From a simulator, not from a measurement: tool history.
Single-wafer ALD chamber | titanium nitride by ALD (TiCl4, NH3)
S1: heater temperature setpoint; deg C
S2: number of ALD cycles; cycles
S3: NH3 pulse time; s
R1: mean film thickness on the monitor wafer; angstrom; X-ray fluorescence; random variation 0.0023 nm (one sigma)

run	hour	S1	S2	S3	R1
1	0.0	380	50	1.58	10.298
2	5.1	388	50	1.58	10.405
3	10.2	388	50	1.98	10.585
4	12.7	384	50	1.98	10.498
5	13.5	384	50	1.55	10.339
6	16.8	384	50	1.94	10.541
7	22.5	380	50	1.74	10.387

The next listed run, before its measurement:
8	24.8	377	50	1.57	?

{"run 8": {"R1": 10.197}}

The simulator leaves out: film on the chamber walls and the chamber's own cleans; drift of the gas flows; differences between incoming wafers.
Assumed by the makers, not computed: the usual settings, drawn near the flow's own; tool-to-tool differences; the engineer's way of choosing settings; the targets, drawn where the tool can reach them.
